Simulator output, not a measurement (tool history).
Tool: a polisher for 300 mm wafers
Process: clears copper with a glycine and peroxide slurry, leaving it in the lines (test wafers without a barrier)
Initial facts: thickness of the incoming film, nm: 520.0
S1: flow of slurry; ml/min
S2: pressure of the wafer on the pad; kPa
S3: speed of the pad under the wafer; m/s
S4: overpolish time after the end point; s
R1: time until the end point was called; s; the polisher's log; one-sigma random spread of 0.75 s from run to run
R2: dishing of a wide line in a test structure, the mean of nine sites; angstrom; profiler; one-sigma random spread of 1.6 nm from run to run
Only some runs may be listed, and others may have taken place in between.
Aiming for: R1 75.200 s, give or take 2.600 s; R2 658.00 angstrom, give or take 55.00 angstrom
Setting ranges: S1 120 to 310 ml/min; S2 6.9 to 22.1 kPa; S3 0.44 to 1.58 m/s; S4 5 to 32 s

run	hour	S1	S2	S3	S4	R1	R2
1	0.0	200	14.5	1.00	16	108.220	430.27
2	8.7	200	15.2	1.00	16	104.200	442.47
3	13.5	200	16.5	1.00	16	97.851	488.28
4	17.7	200	17.2	1.00	16	93.252	474.23
5	23.9	200	17.2	1.26	16	76.748	552.44
6	30.2	200	13.8	1.26	16	92.734	483.06
7	38.2	200	13.8	1.26	16	92.775	481.37
8	46.2	200	14.5	1.26	16	90.922	478.08
9	48.1	200	15.2	1.26	16	86.812	495.87

5 candidate next runs follow, results not yet known. Just one meets every target within its allowed miss. Identify it.
A	50.0	200	17.2	1.38	29	?	?
B	50.0	195	18.6	1.20	29	?	?
C	50.0	200	18.6	1.14	17	?	?
D	50.0	205	16.5	1.34	21	?	?
E	50.0	195	15.2	1.38	15	?	?

move	R1	R2
A	73.069	815.49
B	77.283	806.07
C	80.475	570.12
D	77.356	661.94
E	81.628	507.19
A: gets the furthest-off result to its target, but another result is out of tolerance
B: gets the furthest-off result to its target, but another result is out of tolerance
C: closes in on the targets versus the last run, not all within tolerance yet
D: every result within its allowed miss
E: closes in on the targets versus the last run, not all within tolerance yet
Go with D: it meets all targets.
